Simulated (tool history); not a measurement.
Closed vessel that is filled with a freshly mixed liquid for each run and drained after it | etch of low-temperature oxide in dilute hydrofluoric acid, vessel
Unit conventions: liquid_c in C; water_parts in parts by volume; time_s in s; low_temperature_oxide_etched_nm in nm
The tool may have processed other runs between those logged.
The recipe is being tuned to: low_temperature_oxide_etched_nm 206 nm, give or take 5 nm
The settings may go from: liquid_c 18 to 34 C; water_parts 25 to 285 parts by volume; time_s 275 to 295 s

| run | day | liquid_c | water_parts | time_s | low_temperature_oxide_etched_nm |
|---|---|---|---|---|---|
| 1 | 0 | 26 | 155 | 275 | 42.447 |
| 2 | 0.05 | 26 | 155 | 275 | 42.608 |
| 3 | 0.192 | 26 | 155 | 295 | 45.479 |
| 4 | 0.525 | 26 | 155 | 295 | 45.098 |
| 5 | 0.642 | 24 | 155 | 295 | 42.826 |
| 6 | 0.896 | 26 | 130 | 295 | 55.411 |
| 7 | 1.208 | 27.5 | 110 | 295 | 71.707 |
| 8 | 1.367 | 29 | 95 | 295 | 89.575 |

Which of these 5 next moves meets every target?
| A | 1.525 | 28 | 40 | 295 | ? |
| B | 1.525 | 28 | 40 | 275 | ? |
| C | 1.525 | 28 | 120 | 285 | ? |
| D | 1.525 | 30.5 | 45 | 295 | ? |
| E | 1.525 | 31 | 50 | 295 | ? |

| move | low_temperature_oxide_etched_nm |
|---|---|
| A | 222.46 |
| B | 207.38 |
| C | 64.075 |
| D | 216.75 |
| E | 197.37 |
A: takes the biggest miss from the last run beyond its target
B: in spec on every target
C: its largest miss is bigger than the last run's
D: takes the biggest miss from the last run beyond its target
E: closer than the last run, but not yet in spec
Correct choice: B, which meets every target
